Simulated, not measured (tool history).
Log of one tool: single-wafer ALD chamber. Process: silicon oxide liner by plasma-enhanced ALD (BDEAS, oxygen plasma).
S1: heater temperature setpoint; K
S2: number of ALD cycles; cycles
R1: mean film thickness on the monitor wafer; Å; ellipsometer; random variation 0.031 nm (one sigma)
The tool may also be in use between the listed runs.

{"run": 1, "hour": 0.0, "S1": 588.15, "S2": 56, "R1": 46.523}
{"run": 2, "hour": 5.6, "S1": 588.15, "S2": 58, "R1": 48.245}
{"run": 3, "hour": 11.0, "S1": 582.15, "S2": 58, "R1": 48.988}
{"run": 4, "hour": 18.2, "S1": 582.15, "S2": 59, "R1": 49.382}
{"run": 5, "hour": 21.3, "S1": 590.15, "S2": 59, "R1": 48.747}
{"run": 6, "hour": 30.1, "S1": 584.15, "S2": 59, "R1": 49.3}

The next listed run, before its measurement:
{"run": 7, "hour": 37.7, "S1": 584.15, "S2": 60, "R1": "?"}

Run 7 gave R1 50.294 Å.
